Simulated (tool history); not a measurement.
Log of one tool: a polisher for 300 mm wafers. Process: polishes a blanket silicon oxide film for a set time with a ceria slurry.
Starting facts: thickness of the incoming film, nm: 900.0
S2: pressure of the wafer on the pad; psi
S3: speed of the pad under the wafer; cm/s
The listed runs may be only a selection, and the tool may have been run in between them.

{"run": 1, "hour": 0.0, "flow of slurry (ml/min)": 150, "S2": 2.5, "S3": 132, "polishing time (s)": 26, "film removed (Å)": 1004.5}
{"run": 2, "hour": 1.6, "flow of slurry (ml/min)": 185, "S2": 2.5, "S3": 132, "polishing time (s)": 26, "film removed (Å)": 1036.0}
{"run": 3, "hour": 3.5, "flow of slurry (ml/min)": 180, "S2": 2.4, "S3": 132, "polishing time (s)": 26, "film removed (Å)": 1005.6}
{"run": 4, "hour": 4.1, "flow of slurry (ml/min)": 180, "S2": 2.4, "S3": 120, "polishing time (s)": 26, "film removed (Å)": 924.53}
{"run": 5, "hour": 11.8, "flow of slurry (ml/min)": 180, "S2": 2.7, "S3": 120, "polishing time (s)": 26, "film removed (Å)": 1020.7}
{"run": 6, "hour": 12.4, "flow of slurry (ml/min)": 175, "S2": 2.6, "S3": 120, "polishing time (s)": 26, "film removed (Å)": 982.08}

Run 7 has not been measured yet. What should we expect?
{"run": 7, "hour": 19.0, "flow of slurry (ml/min)": 175, "S2": 2.6, "S3": 120, "polishing time (s)": 26, "film removed (Å)": "?"}

film removed (Å): 984.07
